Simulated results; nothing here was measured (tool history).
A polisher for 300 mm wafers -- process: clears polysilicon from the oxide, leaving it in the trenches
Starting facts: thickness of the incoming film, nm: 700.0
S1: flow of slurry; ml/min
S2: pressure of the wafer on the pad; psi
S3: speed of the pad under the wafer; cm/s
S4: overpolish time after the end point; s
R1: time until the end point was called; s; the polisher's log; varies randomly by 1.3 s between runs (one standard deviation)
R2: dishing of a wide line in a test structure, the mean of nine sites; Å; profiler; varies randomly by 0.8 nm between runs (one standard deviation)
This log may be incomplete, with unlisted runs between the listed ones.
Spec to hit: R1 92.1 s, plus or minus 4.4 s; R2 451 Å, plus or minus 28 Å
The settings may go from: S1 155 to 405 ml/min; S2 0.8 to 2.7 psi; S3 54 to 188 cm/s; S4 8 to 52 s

run,hour,S1,S2,S3,S4,R1,R2
1,0,260,1.7,120,26,71.293,451.53
2,7.4,260,1.7,120,16,73.518,433.07
3,10,260,1.7,120,12,73.413,384.72
4,16.8,260,1.7,120,18,72.611,432.18
5,23.9,260,1.6,120,20,77.854,445.8
6,27.5,235,1.6,120,20,76.661,437.04
7,32.7,235,1.6,120,20,78.263,440.61
8,34,235,1.5,120,20,82.136,440.67

Which single option among these 4 for the next run brings every result within its allowed miss of target? Just one does.
A,35.3,275,1.7,118,16,?,?
B,35.3,245,1.2,122,22,?,?
C,35.3,165,1.4,120,28,?,?
D,35.3,250,1.5,158,33,?,?

move,R1,R2
A,72.398,424.95
B,99.72,424.83
C,89.601,441.68
D,66.328,448.12
A: the biggest miss grows against the last run
B: takes the biggest miss from the last run beyond its target
C: every result within its allowed miss
D: the biggest miss grows against the last run
The right move is C.

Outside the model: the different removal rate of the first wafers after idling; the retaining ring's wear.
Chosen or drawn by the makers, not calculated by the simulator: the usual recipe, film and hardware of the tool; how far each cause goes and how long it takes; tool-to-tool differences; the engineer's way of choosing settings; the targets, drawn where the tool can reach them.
